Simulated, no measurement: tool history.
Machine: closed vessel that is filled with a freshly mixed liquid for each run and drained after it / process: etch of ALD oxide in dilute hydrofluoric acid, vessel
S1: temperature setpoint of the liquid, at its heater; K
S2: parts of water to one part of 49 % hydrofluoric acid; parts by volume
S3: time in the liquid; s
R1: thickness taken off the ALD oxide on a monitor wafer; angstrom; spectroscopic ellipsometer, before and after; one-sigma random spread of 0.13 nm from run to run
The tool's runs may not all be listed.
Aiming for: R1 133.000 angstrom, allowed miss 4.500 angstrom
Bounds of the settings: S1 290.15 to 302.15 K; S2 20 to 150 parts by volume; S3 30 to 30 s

run,hour,S1,S2,S3,R1
1,0.0,294.15,85,30,50.283
2,7.4,294.15,85,30,51.376
3,11.4,295.15,80,30,57.238
4,15.1,295.65,75,30,63.289
5,17.3,295.65,75,30,61.941
6,22.0,295.65,100,30,44.837
7,31.2,296.15,95,30,48.827
8,38.9,296.15,95,30,49.712
9,40.9,296.65,90,30,53.638
10,49.9,297.15,85,30,57.772
11,55.9,297.65,80,30,64.027
12,62.0,298.15,75,30,68.673
13,63.1,298.15,75,30,68.612
14,65.7,298.65,70,30,76.195
15,72.1,299.15,65,30,84.606
16,78.0,299.65,65,30,85.925
17,82.2,299.65,60,30,93.246
18,83.5,302.15,35,30,187.150
19,92.2,301.65,35,30,181.350
20,93.4,301.65,35,30,180.490
21,97.4,301.15,35,30,176.810
22,105.7,300.65,35,30,174.160
23,112.7,296.65,40,30,124.470

Below are 5 possible settings for the next run. Only one of them brings all results inside the allowed miss of their targets. Which is it?
A,119.7,300.15,40,30,?
B,119.7,300.65,45,30,?
C,119.7,296.65,35,30,?
D,119.7,298.65,45,30,?
E,119.7,299.15,45,30,?

move,R1
A,146.840
B,132.230
C,146.310
D,121.930
E,124.440
A: carries the result that was furthest off beyond its target, to the other side
B: all results land within tolerance of their targets
C: carries the result that was furthest off beyond its target, to the other side
D: its largest miss is bigger than the last run's
E: no nearer and no further than the last run
The right move is B.

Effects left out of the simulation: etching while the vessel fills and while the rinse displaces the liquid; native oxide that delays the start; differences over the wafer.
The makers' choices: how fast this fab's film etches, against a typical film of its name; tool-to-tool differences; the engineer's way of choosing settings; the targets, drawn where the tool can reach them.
